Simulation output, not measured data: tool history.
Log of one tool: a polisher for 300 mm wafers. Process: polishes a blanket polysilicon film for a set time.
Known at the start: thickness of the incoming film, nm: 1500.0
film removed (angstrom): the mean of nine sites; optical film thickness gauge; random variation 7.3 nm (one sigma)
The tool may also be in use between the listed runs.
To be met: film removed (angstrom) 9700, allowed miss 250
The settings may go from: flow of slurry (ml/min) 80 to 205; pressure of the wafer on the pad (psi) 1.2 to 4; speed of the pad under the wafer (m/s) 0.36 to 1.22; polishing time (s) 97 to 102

run  hour  flow of slurry (ml/min)  pressure of the wafer on the pad (psi)  speed of the pad under the wafer (m/s)  polishing time (s)  film removed (angstrom)
  1     0                      135                                     2.6                                    0.78                  97                   5765.9
  2   8.8                      135                                     2.6                                    0.96                  97                     6619
  3  14.8                      140                                     2.7                                    0.96                  97                   6889.5
  4  23.4                      140                                     2.2                                    0.96                  97                   5971.5
  5  30.2                      140                                     1.6                                    0.96                  97                   4818.2
  6  37.2                      145                                     1.9                                    0.96                  97                   5488.9
  7  41.5                      155                                     2.1                                    0.96                  97                   5820.6
  8  42.3                      155                                     2.8                                    0.98                  97                   7316.6
  9  49.4                      155                                     2.9                                    0.98                  97                   7576.1
 10  55.6                      155                                       3                                    0.98                  97                   7671.4
 11  56.8                      155                                     3.1                                    0.98                  97                   7934.3
 12  59.7                      185                                     3.6                                    0.98                  97                   9172.2
 13  68.4                      185                                     3.7                                    0.98                  97                   9387.3

Which of these 4 next moves meets every target?
  A  77.1                      185                                       4                                    0.94                  97                        ?
  B  77.1                      180                                     3.1                                    1.06                 101                        ?
  C  77.1                      190                                       4                                    0.86                  98                        ?
  D  77.1                      190                                     3.9                                    0.88                 101                        ?

move  film removed (angstrom)
   A                   9620.6
   B                   8974.8
   C                   9129.6
   D                     9380
A: meets every target
B: further off than the last run
C: further off than the last run
D: as far off as the last run
The right move is A.
